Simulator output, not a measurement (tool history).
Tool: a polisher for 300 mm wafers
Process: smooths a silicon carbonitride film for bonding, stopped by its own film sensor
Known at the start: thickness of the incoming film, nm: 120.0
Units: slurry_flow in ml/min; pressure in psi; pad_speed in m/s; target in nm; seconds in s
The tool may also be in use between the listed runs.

Run 1, hour 0: slurry_flow 255 ml/min, pressure 2.3 psi, pad_speed 0.92 m/s, slurry_solids 1, target 101 nm. Result: seconds 78.707 s.
Run 2, hour 8.4: slurry_flow 255 ml/min, pressure 2 psi, pad_speed 0.86 m/s, slurry_solids 1, target 101 nm. Result: seconds 87.553 s.
Run 3, hour 12: slurry_flow 250 ml/min, pressure 1.7 psi, pad_speed 0.74 m/s, slurry_solids 0.95, target 101 nm. Result: seconds 113.25 s.
Run 4, hour 12.6: slurry_flow 285 ml/min, pressure 1.7 psi, pad_speed 0.74 m/s, slurry_solids 0.95, target 101 nm. Result: seconds 111.03 s.
Run 5, hour 18.3: slurry_flow 285 ml/min, pressure 1.5 psi, pad_speed 0.7 m/s, slurry_solids 0.95, target 101 nm. Result: seconds 124.45 s.
Run 6, hour 20.1: slurry_flow 285 ml/min, pressure 1.4 psi, pad_speed 0.66 m/s, slurry_solids 0.95, target 101 nm. Result: seconds 129.21 s.

The next listed run, before its measurement:
Run 7, hour 25: slurry_flow 280 ml/min, pressure 1 psi, pad_speed 0.48 m/s, slurry_solids 0.9, target 101 nm. Result: seconds ?.

{"run 7": {"seconds": 199.52}}
